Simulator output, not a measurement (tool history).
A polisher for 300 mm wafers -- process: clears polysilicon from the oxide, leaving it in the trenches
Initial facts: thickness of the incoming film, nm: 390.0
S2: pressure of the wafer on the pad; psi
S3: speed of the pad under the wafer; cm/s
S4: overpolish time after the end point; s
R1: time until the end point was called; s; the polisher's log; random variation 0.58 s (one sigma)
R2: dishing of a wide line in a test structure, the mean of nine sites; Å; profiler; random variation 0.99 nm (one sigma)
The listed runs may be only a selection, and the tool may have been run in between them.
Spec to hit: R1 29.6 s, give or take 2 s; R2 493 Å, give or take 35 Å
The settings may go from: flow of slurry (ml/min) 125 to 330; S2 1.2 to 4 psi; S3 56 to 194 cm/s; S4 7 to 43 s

Run 1, hour 0: flow of slurry (ml/min) 210, S2 2.6 psi, S3 124 cm/s, S4 22 s. Result: R1 20.986 s, R2 774.16 Å.
Run 2, hour 0.7: flow of slurry (ml/min) 230, S2 2.6 psi, S3 124 cm/s, S4 22 s. Result: R1 20.033 s, R2 752.76 Å.
Run 3, hour 4: flow of slurry (ml/min) 230, S2 2.3 psi, S3 124 cm/s, S4 22 s. Result: R1 23.545 s, R2 733.98 Å.
Run 4, hour 11.1: flow of slurry (ml/min) 230, S2 2 psi, S3 124 cm/s, S4 22 s. Result: R1 26.921 s, R2 742.34 Å.
Run 5, hour 16.4: flow of slurry (ml/min) 200, S2 2 psi, S3 124 cm/s, S4 22 s. Result: R1 27.501 s, R2 743.12 Å.
Run 6, hour 18.8: flow of slurry (ml/min) 235, S2 1.8 psi, S3 130 cm/s, S4 18 s. Result: R1 28.06 s, R2 719.87 Å.
Run 7, hour 24.7: flow of slurry (ml/min) 260, S2 1.6 psi, S3 134 cm/s, S4 15 s. Result: R1 29.955 s, R2 677.26 Å.
Run 8, hour 28.4: flow of slurry (ml/min) 280, S2 1.5 psi, S3 140 cm/s, S4 13 s. Result: R1 29.92 s, R2 674.5 Å.

Exactly one of the 4 candidate moves below puts every result within its allowed miss. Which one?
Run A, hour 32.1: flow of slurry (ml/min) 255, S2 1.4 psi, S3 164 cm/s, S4 11 s. Result: R1 ?, R2 ?.
Run B, hour 32.1: flow of slurry (ml/min) 125, S2 2.2 psi, S3 112 cm/s, S4 43 s. Result: R1 ?, R2 ?.
Run C, hour 32.1: flow of slurry (ml/min) 320, S2 1.5 psi, S3 140 cm/s, S4 7 s. Result: R1 ?, R2 ?.
Run D, hour 32.1: flow of slurry (ml/min) 150, S2 2.1 psi, S3 110 cm/s, S4 43 s. Result: R1 ?, R2 ?.

move      R1      R2
   A  28.598  623.85
   B   29.47     766
   C  30.194  488.03
   D  30.017  765.83
A: an improvement on the last run, though not all results are within tolerance
B: moves away from the targets compared with the last run
C: in spec on every target
D: moves away from the targets compared with the last run
Answer: C
